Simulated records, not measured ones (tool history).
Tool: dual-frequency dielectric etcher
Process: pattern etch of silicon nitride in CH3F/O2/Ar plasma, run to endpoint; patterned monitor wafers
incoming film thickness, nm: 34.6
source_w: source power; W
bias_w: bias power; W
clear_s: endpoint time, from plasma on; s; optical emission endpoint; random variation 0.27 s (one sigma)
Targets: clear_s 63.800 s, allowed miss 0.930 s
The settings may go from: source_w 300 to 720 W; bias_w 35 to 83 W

run 1 hour=0.0 | source_w=510 bias_w=59 | clear_s=52.071
run 2 hour=5.7 | source_w=450 bias_w=59 | clear_s=55.491
run 3 hour=10.6 | source_w=430 bias_w=59 | clear_s=56.650
run 4 hour=15.2 | source_w=520 bias_w=59 | clear_s=51.965
run 5 hour=19.9 | source_w=580 bias_w=59 | clear_s=48.993
run 6 hour=28.5 | source_w=550 bias_w=59 | clear_s=50.618
-- hour=29.1 bias power generator calibrated
run 7 hour=29.1 | source_w=520 bias_w=59 | clear_s=51.870
run 8 hour=31.5 | source_w=420 bias_w=49 | clear_s=60.928
run 9 hour=39.4 | source_w=360 bias_w=48 | clear_s=66.977
run 10 hour=44.5 | source_w=370 bias_w=48 | clear_s=65.799

5 next moves are on the table. One of them brings every result within its allowed miss. Which?
run A hour=49.6 | source_w=360 bias_w=46 | clear_s=?
run B hour=49.6 | source_w=370 bias_w=46 | clear_s=?
run C hour=49.6 | source_w=400 bias_w=42 | clear_s=?
run D hour=49.6 | source_w=400 bias_w=40 | clear_s=?
run E hour=49.6 | source_w=430 bias_w=41 | clear_s=?

move=A clear_s=67.931
move=B clear_s=66.942
move=C clear_s=65.806
move=D clear_s=66.633
move=E clear_s=63.777
A: further off than the last run
B: further off than the last run
C: as far off as the last run
D: further off than the last run
E: meets every target
The right move is E.

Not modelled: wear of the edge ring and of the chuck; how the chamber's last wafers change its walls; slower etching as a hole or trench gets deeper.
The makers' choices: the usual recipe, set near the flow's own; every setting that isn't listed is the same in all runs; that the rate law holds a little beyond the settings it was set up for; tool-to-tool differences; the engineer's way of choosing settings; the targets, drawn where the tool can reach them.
